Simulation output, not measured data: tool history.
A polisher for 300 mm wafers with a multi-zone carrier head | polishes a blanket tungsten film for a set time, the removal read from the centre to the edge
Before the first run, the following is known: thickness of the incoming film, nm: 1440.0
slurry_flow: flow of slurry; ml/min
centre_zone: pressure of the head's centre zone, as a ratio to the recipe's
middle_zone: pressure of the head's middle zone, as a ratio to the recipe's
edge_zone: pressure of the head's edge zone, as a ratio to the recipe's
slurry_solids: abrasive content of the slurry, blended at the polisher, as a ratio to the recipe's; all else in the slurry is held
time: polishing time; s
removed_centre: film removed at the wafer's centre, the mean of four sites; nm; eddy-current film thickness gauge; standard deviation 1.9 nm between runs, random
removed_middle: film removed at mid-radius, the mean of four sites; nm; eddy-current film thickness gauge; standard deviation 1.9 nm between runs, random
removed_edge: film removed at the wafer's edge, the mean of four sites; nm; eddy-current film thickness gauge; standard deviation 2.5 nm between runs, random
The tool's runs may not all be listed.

{"run": 1, "hour": 0.0, "slurry_flow": 140, "centre_zone": 1, "middle_zone": 1, "edge_zone": 1, "slurry_solids": 1, "time": 58, "removed_centre": 391.05, "removed_middle": 379.17, "removed_edge": 379.29}
{"run": 2, "hour": 8.6, "slurry_flow": 135, "centre_zone": 0.99, "middle_zone": 0.98, "edge_zone": 0.98, "slurry_solids": 0.9, "time": 53, "removed_centre": 342.85, "removed_middle": 327.27, "removed_edge": 335.57}
{"run": 3, "hour": 12.7, "slurry_flow": 135, "centre_zone": 0.99, "middle_zone": 0.98, "edge_zone": 0.98, "slurry_solids": 0.9, "time": 46, "removed_centre": 297.85, "removed_middle": 287.6, "removed_edge": 288.14}
{"run": 4, "hour": 15.7, "slurry_flow": 135, "centre_zone": 0.99, "middle_zone": 0.98, "edge_zone": 1.02, "slurry_solids": 0.9, "time": 46, "removed_centre": 299.17, "removed_middle": 284.48, "removed_edge": 299.9}
{"run": 5, "hour": 23.0, "slurry_flow": 135, "centre_zone": 0.99, "middle_zone": 0.98, "edge_zone": 1.02, "slurry_solids": 0.9, "time": 53, "removed_centre": 341.82, "removed_middle": 333.06, "removed_edge": 341.33}
{"run": 6, "hour": 24.5, "slurry_flow": 130, "centre_zone": 0.98, "middle_zone": 0.96, "edge_zone": 0.99, "slurry_solids": 0.8, "time": 49, "removed_centre": 302.87, "removed_middle": 287.63, "removed_edge": 307.47}
{"run": 7, "hour": 27.0, "slurry_flow": 130, "centre_zone": 0.98, "middle_zone": 0.96, "edge_zone": 0.99, "slurry_solids": 0.8, "time": 49, "removed_centre": 296.87, "removed_middle": 290.88, "removed_edge": 302.61}
{"run": 8, "hour": 29.1, "slurry_flow": 130, "centre_zone": 0.98, "middle_zone": 0.94, "edge_zone": 0.97, "slurry_solids": 0.75, "time": 46, "removed_centre": 281.22, "removed_middle": 268.65, "removed_edge": 267.18}
{"run": 9, "hour": 35.8, "slurry_flow": 125, "centre_zone": 0.97, "middle_zone": 0.92, "edge_zone": 0.97, "slurry_solids": 0.7, "time": 44, "removed_centre": 259.47, "removed_middle": 241.76, "removed_edge": 255.95}
{"run": 10, "hour": 40.0, "slurry_flow": 120, "centre_zone": 0.95, "middle_zone": 0.9, "edge_zone": 0.95, "slurry_solids": 0.65, "time": 43, "removed_centre": 241.32, "removed_middle": 228.5, "removed_edge": 245.39}
{"run": 11, "hour": 44.7, "slurry_flow": 120, "centre_zone": 0.94, "middle_zone": 0.89, "edge_zone": 0.93, "slurry_solids": 0.6, "time": 42, "removed_centre": 229.76, "removed_middle": 212.75, "removed_edge": 230.72}
{"run": 12, "hour": 52.5, "slurry_flow": 120, "centre_zone": 0.94, "middle_zone": 0.89, "edge_zone": 0.93, "slurry_solids": 0.6, "time": 42, "removed_centre": 230.23, "removed_middle": 210.4, "removed_edge": 235.39}

Predict the results of run 13:
{"run": 13, "hour": 60.0, "slurry_flow": 120, "centre_zone": 0.94, "middle_zone": 0.9, "edge_zone": 0.91, "slurry_solids": 0.6, "time": 41, "removed_centre": "?", "removed_middle": "?", "removed_edge": "?"}

removed_centre: 225.18 nm
removed_middle: 211.89 nm
removed_edge: 223.92 nm
